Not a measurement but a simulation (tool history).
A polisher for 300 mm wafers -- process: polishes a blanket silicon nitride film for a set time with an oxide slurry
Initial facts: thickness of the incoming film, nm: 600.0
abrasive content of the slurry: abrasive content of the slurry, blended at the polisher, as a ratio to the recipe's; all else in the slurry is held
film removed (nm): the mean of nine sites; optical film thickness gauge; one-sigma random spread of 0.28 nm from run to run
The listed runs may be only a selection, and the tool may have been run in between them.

run  hour  flow of slurry (ml/min)  pressure of the wafer on the pad (kPa)  speed of the pad under the wafer (cm/s)  abrasive content of the slurry  polishing time (s)  film removed (nm)
  1   0.0                      170                                    19.3                                      114                             1.0                  53             26.428
  2   1.5                      170                                    19.3                                       86                             1.0                  53             21.275
  3   5.8                      180                                    22.8                                       86                             1.0                  53             24.370
  4  10.1                      180                                    22.8                                       86                             1.1                  53             24.968
  5  11.3                      180                                    24.8                                       92                             1.1                  53             28.184
  6  15.4                      220                                    24.8                                       92                             1.1                  53             28.369
  7  20.7                      220                                    26.2                                       96                             1.1                  53             30.986

What will run 8 give?
  8  25.7                      220                                    27.6                                      100                             1.1                  53                  ?

film removed (nm): 33.335
